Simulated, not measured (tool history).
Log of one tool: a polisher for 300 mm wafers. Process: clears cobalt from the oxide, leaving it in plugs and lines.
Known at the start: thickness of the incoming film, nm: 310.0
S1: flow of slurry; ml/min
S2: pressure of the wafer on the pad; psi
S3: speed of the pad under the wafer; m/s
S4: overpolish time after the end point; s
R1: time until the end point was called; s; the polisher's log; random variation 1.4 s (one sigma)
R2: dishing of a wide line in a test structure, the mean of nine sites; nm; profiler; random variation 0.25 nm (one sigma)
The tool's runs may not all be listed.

| run | day | S1 | S2 | S3 | S4 | R1 | R2 |
|---|---|---|---|---|---|---|---|
| 1 | 0 | 315 | 1.4 | 0.76 | 20 | 103.1 | 46.854 |
| 2 | 0.221 | 315 | 1.2 | 0.76 | 20 | 122.35 | 41.332 |
| 3 | 0.388 | 315 | 1.2 | 0.76 | 16 | 119.57 | 35.911 |
| 4 | 0.617 | 315 | 1.2 | 0.76 | 8 | 120.64 | 19.423 |
| 5 | 0.829 | 315 | 0.9 | 0.76 | 8 | 159.65 | 15.449 |
| 6 | 1.088 | 315 | 0.9 | 0.62 | 8 | 184.75 | 12.924 |
| 7 | 1.175 | 315 | 1.3 | 0.68 | 16 | 123.68 | 35.079 |
| 8 | 1.283 | 315 | 1.2 | 0.7 | 15 | 132.65 | 31.661 |
| 9 | 1.433 | 315 | 1.2 | 0.72 | 14 | 128.11 | 30.395 |
| 10 | 1.638 | 315 | 1.2 | 0.74 | 13 | 123.01 | 28.855 |
| 11 | 1.692 | 315 | 1 | 0.76 | 7 | 141.58 | 14.712 |
| 12 | 1.817 | 315 | 1.1 | 0.74 | 8 | 136.8 | 17.93 |

The next listed run, before its measurement:
|  | 2.008 | head pressure recalibrated |
| 13 | 2.008 | 315 | 1.2 | 0.7 | 11 | ? | ? |

Run 13 gave R1 137.64 s, R2 22.864 nm.
